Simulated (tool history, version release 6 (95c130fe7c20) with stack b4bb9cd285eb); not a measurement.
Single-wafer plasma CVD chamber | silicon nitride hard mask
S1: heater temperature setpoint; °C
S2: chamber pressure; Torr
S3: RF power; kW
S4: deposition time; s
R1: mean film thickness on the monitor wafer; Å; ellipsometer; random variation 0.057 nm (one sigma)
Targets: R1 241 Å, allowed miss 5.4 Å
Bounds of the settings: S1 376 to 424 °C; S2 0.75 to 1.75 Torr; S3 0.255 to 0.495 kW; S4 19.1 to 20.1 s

Run 1, hour 0: S1 400 °C, S2 1.25 Torr, S3 0.375 kW, S4 20.1 s. Result: R1 265.02 Å.
Run 2, hour 6.3: S1 400 °C, S2 1.43 Torr, S3 0.375 kW, S4 20.1 s. Result: R1 280.89 Å.
Run 3, hour 15.1: S1 392 °C, S2 1.43 Torr, S3 0.375 kW, S4 20.1 s. Result: R1 281.13 Å.
Run 4, hour 18.1: S1 392 °C, S2 1.3 Torr, S3 0.375 kW, S4 20.1 s. Result: R1 269.88 Å.
Run 5, hour 19.9: S1 392 °C, S2 1.24 Torr, S3 0.37 kW, S4 20.1 s. Result: R1 263.97 Å.
Run 6, hour 20.5: S1 382 °C, S2 1.24 Torr, S3 0.37 kW, S4 20.1 s. Result: R1 263.97 Å.
Run 7, hour 27.2: S1 382 °C, S2 1.19 Torr, S3 0.37 kW, S4 20.1 s. Result: R1 259.07 Å.
Run 8, hour 33.3: S1 382 °C, S2 1.15 Torr, S3 0.37 kW, S4 20.1 s. Result: R1 253.65 Å.
Run 9, hour 40.3: S1 382 °C, S2 1.13 Torr, S3 0.37 kW, S4 20.1 s. Result: R1 253.37 Å.
Run 10, hour 46.3: S1 382 °C, S2 1.11 Torr, S3 0.37 kW, S4 20.1 s. Result: R1 250.96 Å.

4 next moves are on the table. One of them brings every result within its allowed miss. Which?
Run A, hour 52.3: S1 383 °C, S2 1.2 Torr, S3 0.385 kW, S4 20.1 s. Result: R1 ?.
Run B, hour 52.3: S1 376 °C, S2 1.22 Torr, S3 0.36 kW, S4 20.1 s. Result: R1 ?.
Run C, hour 52.3: S1 392 °C, S2 1.23 Torr, S3 0.355 kW, S4 20.1 s. Result: R1 ?.
Run D, hour 52.3: S1 382 °C, S2 1.05 Torr, S3 0.385 kW, S4 19.4 s. Result: R1 ?.

move      R1
   A  268.14
   B  258.46
   C  254.91
   D  242.35
A: further off than the last run
B: further off than the last run
C: further off than the last run
D: meets every target
The right move is D.
